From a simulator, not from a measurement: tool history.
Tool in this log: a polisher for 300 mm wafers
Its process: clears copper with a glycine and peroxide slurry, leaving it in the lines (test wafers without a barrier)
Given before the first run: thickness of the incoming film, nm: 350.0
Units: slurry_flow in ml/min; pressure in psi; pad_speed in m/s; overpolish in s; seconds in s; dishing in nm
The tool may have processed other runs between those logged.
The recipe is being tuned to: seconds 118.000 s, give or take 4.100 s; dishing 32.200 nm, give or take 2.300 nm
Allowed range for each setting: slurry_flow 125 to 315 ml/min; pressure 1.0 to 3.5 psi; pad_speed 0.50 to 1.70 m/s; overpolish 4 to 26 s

| run | hour | slurry_flow | pressure | pad_speed | overpolish | seconds | dishing |
|---|---|---|---|---|---|---|---|
| 1 | 0.0 | 205 | 2.2 | 1.10 | 13 | 81.993 | 40.324 |
| 2 | 9.0 | 205 | 2.2 | 1.36 | 13 | 67.258 | 44.172 |
| 3 | 17.7 | 205 | 2.2 | 1.48 | 13 | 63.178 | 50.707 |
| 4 | 21.5 | 200 | 2.0 | 1.42 | 13 | 72.317 | 42.459 |
| 5 | 26.6 | 235 | 2.0 | 1.42 | 13 | 70.671 | 46.465 |
| 6 | 29.0 | 230 | 1.8 | 1.40 | 13 | 77.906 | 38.760 |
| 7 | 35.1 | 225 | 1.6 | 1.38 | 14 | 86.851 | 39.204 |
| 8 | 38.8 | 220 | 1.5 | 1.36 | 14 | 92.675 | 37.082 |
| 9 | 40.8 | 215 | 1.4 | 1.36 | 14 | 97.067 | 35.858 |
| 10 | 46.2 | 215 | 1.4 | 1.36 | 14 | 100.280 | 35.033 |
| 11 | 47.5 | 205 | 1.4 | 1.36 | 14 | 99.033 | 35.627 |
| 12 | 48.3 | 205 | 1.4 | 1.36 | 14 | 98.805 | 35.068 |
| 13 | 53.9 | 200 | 1.3 | 1.36 | 14 | 103.690 | 32.707 |
| 14 | 60.4 | 195 | 1.3 | 1.36 | 14 | 104.580 | 33.700 |
| 15 | 68.1 | 190 | 1.3 | 1.36 | 14 | 104.920 | 32.927 |
| 16 | 75.2 | 190 | 1.3 | 1.36 | 14 | 105.010 | 34.661 |
| 17 | 82.7 | 185 | 1.3 | 1.36 | 14 | 106.910 | 31.982 |
| 18 | 86.5 | 175 | 1.3 | 1.36 | 14 | 108.350 | 32.716 |
| 19 | 94.9 | 170 | 1.3 | 1.36 | 14 | 107.500 | 33.505 |
| 20 | 101.5 | 165 | 1.3 | 1.36 | 14 | 107.610 | 33.041 |
| 21 | 105.1 | 160 | 1.3 | 1.36 | 14 | 107.820 | 32.565 |

Of the 5 settings listed for the next run, only one would bring every result within its allowed miss of target. Which one?
| A | 108.7 | 175 | 1.7 | 1.18 | 14 | ? | ? |
| B | 108.7 | 185 | 1.1 | 1.48 | 15 | ? | ? |
| C | 108.7 | 190 | 1.4 | 1.28 | 15 | ? | ? |
| D | 108.7 | 165 | 1.2 | 1.62 | 14 | ? | ? |
| E | 108.7 | 170 | 1.3 | 1.20 | 15 | ? | ? |

| move | seconds | dishing |
|---|---|---|
| A | 96.017 | 35.362 |
| B | 111.580 | 32.237 |
| C | 103.560 | 34.836 |
| D | 99.127 | 33.644 |
| E | 116.350 | 31.478 |
A: the biggest miss grows against the last run
B: moves toward the targets from the last run without getting all of them in spec
C: the biggest miss grows against the last run
D: the biggest miss grows against the last run
E: every result within its allowed miss
The right move is E.
